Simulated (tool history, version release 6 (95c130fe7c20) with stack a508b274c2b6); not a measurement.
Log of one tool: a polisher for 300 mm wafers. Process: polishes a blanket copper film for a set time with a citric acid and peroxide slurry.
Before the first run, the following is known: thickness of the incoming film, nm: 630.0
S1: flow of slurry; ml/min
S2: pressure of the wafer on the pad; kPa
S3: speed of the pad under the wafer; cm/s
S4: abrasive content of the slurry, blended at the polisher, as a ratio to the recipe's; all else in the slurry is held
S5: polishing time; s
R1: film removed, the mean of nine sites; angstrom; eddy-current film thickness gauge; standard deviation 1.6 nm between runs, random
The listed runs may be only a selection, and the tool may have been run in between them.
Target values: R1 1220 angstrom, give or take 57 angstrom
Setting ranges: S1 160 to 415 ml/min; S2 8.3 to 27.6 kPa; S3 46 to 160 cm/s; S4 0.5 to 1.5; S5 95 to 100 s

run  hour   S1    S2   S3   S4  S5      R1
  1     0  265  17.9  102    1  95  1972.8
  2   3.5  265  16.5  102    1  95  1846.2
  3    12  265  16.5   92    1  95  1710.5
  4  15.8  265  15.2   92    1  95  1579.8
  5  23.3  265  15.2   92  0.9  95  1515.2
  6    29  265  15.2   92  0.9  95  1526.9
  7    32  265  14.5   92  0.9  95  1446.9
  8  40.7  265    11   90  0.9  95  1109.6

4 candidate next runs follow, results not yet known. Just one meets every target within its allowed miss. Identify it.
  A  49.4  300  11.7   88   0.9  100   ?
  B  49.4  280     9   98   0.9   96   ?
  C  49.4  215  10.3   86     1   99   ?
  D  49.4  225    11  110  1.05   98   ?

move      R1
   A  1246.9
   B  989.65
   C  1065.5
   D  1339.7
A: hits every target within its allowed miss
B: the biggest miss grows against the last run
C: the biggest miss grows against the last run
D: takes the result that was furthest off past its target
The move that meets every target is A.
